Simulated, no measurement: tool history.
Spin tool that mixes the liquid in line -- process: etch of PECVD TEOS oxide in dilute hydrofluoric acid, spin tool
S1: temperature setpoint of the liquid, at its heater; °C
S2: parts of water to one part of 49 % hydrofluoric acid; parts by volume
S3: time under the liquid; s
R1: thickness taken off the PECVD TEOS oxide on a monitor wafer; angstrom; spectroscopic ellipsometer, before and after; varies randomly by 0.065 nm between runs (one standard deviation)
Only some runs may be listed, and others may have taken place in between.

run    day    S1   S2  S3      R1
  1      0    21  165  75  103.66
  2  0.204  19.5  165  75  97.715
  3  0.283  19.5  165  75  98.956
  4  0.371  19.5  165  75  98.035
  5  0.742    22  155  75  116.63
  6  0.796    24  150  75   131.8
  7  0.971  25.5  150  75   137.6
  8  1.071  26.5  145  75  149.09
  9  1.392    27  145  75  151.29
 10  1.625  27.5  145  75  156.04
 11  1.692    28  145  75  158.15

What will run 12 give?
 12  2.021  28.5  145  75   ?

{"run 12": {"R1": 159.49}}
